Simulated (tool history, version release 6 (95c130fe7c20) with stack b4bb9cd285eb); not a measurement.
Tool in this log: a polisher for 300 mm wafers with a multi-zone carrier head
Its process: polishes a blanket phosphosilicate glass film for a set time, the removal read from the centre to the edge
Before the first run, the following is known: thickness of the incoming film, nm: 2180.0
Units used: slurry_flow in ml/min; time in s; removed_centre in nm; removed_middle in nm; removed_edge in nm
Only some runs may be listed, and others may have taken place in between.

run,hour,slurry_flow,centre_zone,middle_zone,edge_zone,slurry_solids,time,removed_centre,removed_middle,removed_edge
1,0,280,1,1,1,1,71,691.96,702.04,725.72
2,6.2,270,0.96,0.99,0.97,0.9,71,615.63,632.43,678.35
3,14.7,270,0.94,1.01,0.93,0.85,71,572.53,616.2,609.22
4,17.2,255,0.91,1,0.91,0.85,71,545.66,613.35,628.83
5,24.2,270,0.89,1,0.89,0.8,71,507.88,578.36,591.29
# hour 32.6: edge zone pressure recalibrated
6,32.6,335,0.89,1,0.89,0.8,71,521.06,587.01,562.52
7,38.9,325,0.81,0.94,0.88,0.7,71,412.22,481.76,489.62
8,41.2,315,0.82,0.95,0.89,0.7,71,413.23,489.11,494.89

What will run 9 give?
9,44.6,305,0.83,0.96,0.9,0.7,71,?,?,?

{"run 9": {"removed_centre": 418.03, "removed_middle": 493.75, "removed_edge": 497.85}}

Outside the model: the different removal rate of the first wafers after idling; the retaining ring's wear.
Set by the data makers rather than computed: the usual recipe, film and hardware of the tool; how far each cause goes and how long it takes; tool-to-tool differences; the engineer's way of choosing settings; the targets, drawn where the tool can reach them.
